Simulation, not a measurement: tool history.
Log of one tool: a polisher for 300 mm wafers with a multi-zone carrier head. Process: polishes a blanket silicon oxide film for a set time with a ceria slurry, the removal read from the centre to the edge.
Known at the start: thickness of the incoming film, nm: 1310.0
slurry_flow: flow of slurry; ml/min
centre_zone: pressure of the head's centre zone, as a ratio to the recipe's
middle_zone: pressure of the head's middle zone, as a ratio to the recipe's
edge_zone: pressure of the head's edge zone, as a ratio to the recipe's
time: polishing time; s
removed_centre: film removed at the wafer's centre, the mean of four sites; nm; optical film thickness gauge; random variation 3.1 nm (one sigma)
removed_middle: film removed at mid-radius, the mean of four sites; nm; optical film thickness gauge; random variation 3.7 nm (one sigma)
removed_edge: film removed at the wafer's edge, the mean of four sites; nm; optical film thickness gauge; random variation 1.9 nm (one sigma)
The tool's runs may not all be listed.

run,day,slurry_flow,centre_zone,middle_zone,edge_zone,time,removed_centre,removed_middle,removed_edge
1,0.000,155,1.00,1.00,1.00,66,340.27,338.22,336.07
2,0.058,150,0.99,0.98,0.98,65,327.95,334.63,324.95
3,0.367,145,0.99,0.96,0.98,63,308.03,317.10,312.29
4,0.688,145,0.99,0.96,0.93,63,312.98,310.24,307.93
5,0.783,140,0.99,0.94,0.91,63,309.55,311.40,302.87
6,1.125,135,0.99,0.92,0.91,62,299.52,300.13,295.98
7,1.288,130,0.99,0.90,0.91,62,302.20,290.29,292.95
8,1.508,125,0.99,0.89,0.91,62,301.70,280.54,294.76

The next listed run, before its measurement:
9,1.625,120,0.99,0.89,0.90,62,?,?,?

{"run 9": {"removed_centre": 295.77, "removed_middle": 282.66, "removed_edge": 283.91}}
